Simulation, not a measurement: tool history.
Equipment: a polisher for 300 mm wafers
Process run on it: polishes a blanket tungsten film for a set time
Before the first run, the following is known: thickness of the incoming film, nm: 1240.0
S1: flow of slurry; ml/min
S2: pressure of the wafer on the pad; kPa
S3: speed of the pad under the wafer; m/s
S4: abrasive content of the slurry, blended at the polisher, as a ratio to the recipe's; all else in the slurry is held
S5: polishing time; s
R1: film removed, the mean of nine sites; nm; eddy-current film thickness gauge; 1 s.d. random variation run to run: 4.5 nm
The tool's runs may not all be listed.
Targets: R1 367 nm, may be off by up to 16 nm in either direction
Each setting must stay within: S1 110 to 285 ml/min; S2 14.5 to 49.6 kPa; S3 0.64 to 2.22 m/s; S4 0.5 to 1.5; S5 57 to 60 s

run  hour   S1    S2    S3  S4  S5      R1
  1     0  180  31.7  1.42   1  57     560
  2   7.6  180  38.6  1.42   1  57  688.94
  3  15.8  180    31  1.42   1  57  546.28
  4    24  180  27.6   1.4   1  57  485.67
  5  27.4  180  33.1   1.4   1  57  585.85
  6  30.7  180  33.1  1.06   1  57  439.91
  7  33.7  180  31.7  1.06   1  57  432.19
  8  36.6  180  30.3  1.06   1  57  414.69
  9  38.1  175  26.2  1.04   1  57  346.46
 10    46  180  26.2  1.04   1  57  349.71

Below are 5 possible settings for the next run. Only one of them brings all results inside the allowed miss of their targets. Which is it?
  A  53.9  195  26.9  1.06  0.95  57   ?
  B  53.9  180  26.2  0.94     1  60   ?
  C  53.9  165  33.1  0.76     1  60   ?
  D  53.9  200  24.8  1.04   0.8  59   ?
  E  53.9  195  28.3  0.86  1.05  59   ?

move      R1
   A  365.85
   B  335.14
   C   338.3
   D  330.33
   E  334.04
A: all results land within tolerance of their targets
B: lands further from the targets than the last run did
C: lands further from the targets than the last run did
D: lands further from the targets than the last run did
E: lands further from the targets than the last run did
A meets every target.
